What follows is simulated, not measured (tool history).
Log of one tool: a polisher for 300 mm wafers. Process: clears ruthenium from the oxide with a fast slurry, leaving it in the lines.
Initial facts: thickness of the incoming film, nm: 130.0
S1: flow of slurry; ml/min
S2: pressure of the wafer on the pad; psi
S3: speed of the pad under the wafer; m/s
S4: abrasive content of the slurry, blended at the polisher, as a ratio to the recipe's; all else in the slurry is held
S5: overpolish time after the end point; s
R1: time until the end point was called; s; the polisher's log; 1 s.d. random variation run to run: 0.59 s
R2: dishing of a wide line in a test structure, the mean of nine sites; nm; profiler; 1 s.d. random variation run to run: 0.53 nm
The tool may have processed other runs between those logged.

Run 1, hour 0: S1 310 ml/min, S2 2.7 psi, S3 0.9 m/s, S4 1, S5 13 s. Result: R1 40.577 s, R2 34.336 nm.
Run 2, hour 7.6: S1 310 ml/min, S2 2.7 psi, S3 0.7 m/s, S4 1, S5 13 s. Result: R1 52.562 s, R2 27.136 nm.
Run 3, hour 14.6: S1 310 ml/min, S2 2.7 psi, S3 0.6 m/s, S4 1, S5 13 s. Result: R1 58.811 s, R2 23.511 nm.
Run 4, hour 16.8: S1 340 ml/min, S2 2.7 psi, S3 0.6 m/s, S4 1, S5 13 s. Result: R1 59.579 s, R2 24.388 nm.
Run 5, hour 22.2: S1 340 ml/min, S2 2.7 psi, S3 0.6 m/s, S4 0.85, S5 13 s. Result: R1 61.705 s, R2 22.516 nm.
Run 6, hour 29.3: S1 340 ml/min, S2 2.9 psi, S3 0.62 m/s, S4 0.85, S5 12 s. Result: R1 58.546 s, R2 24.182 nm.
Run 7, hour 31.3: S1 320 ml/min, S2 2.9 psi, S3 0.68 m/s, S4 0.9, S5 11 s. Result: R1 51.833 s, R2 24.616 nm.
Run 8, hour 32.9: S1 305 ml/min, S2 3 psi, S3 0.7 m/s, S4 0.9, S5 10 s. Result: R1 49.046 s, R2 22.433 nm.
Run 9, hour 36.8: S1 305 ml/min, S2 3.1 psi, S3 0.72 m/s, S4 0.9, S5 9 s. Result: R1 45.11 s, R2 22.632 nm.
Run 10, hour 38.4: S1 305 ml/min, S2 3.2 psi, S3 0.72 m/s, S4 0.9, S5 9 s. Result: R1 43.664 s, R2 22.155 nm.

Forecast run 11:
Run 11, hour 45.2: S1 305 ml/min, S2 3.3 psi, S3 0.72 m/s, S4 0.9, S5 9 s. Result: R1 ?, R2 ?.

Run 11 yielded R1 43.556 s, R2 23.154 nm.
